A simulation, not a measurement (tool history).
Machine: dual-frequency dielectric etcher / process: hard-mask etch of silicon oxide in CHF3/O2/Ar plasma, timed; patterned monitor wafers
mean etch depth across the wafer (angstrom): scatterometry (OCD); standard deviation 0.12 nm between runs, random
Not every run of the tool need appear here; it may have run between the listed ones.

| run | day | source power (kW) | bias power (kW) | etch time (s) | mean etch depth across the wafer (angstrom) |
|---|---|---|---|---|---|
| 1 | 0 | 0.74 | 0.142 | 11.5 | 225.65 |
| 2 | 0.158 | 0.7 | 0.14 | 11.5 | 221.11 |
| 3 | 0.233 | 0.7 | 0.15 | 11.5 | 221.94 |
| 4 | 0.367 | 0.82 | 0.15 | 11.5 | 239.05 |
| 5 | 0.408 | 0.82 | 0.15 | 10.5 | 219.73 |
| 6 | 0.746 | 0.79 | 0.148 | 10.5 | 214.69 |
| 7 | 0.8 | 0.77 | 0.146 | 10.5 | 213.09 |

What does the tool deliver on the next run?
| 8 | 0.9 | 0.75 | 0.145 | 10.5 | ? |

mean etch depth across the wafer (angstrom): 210.5
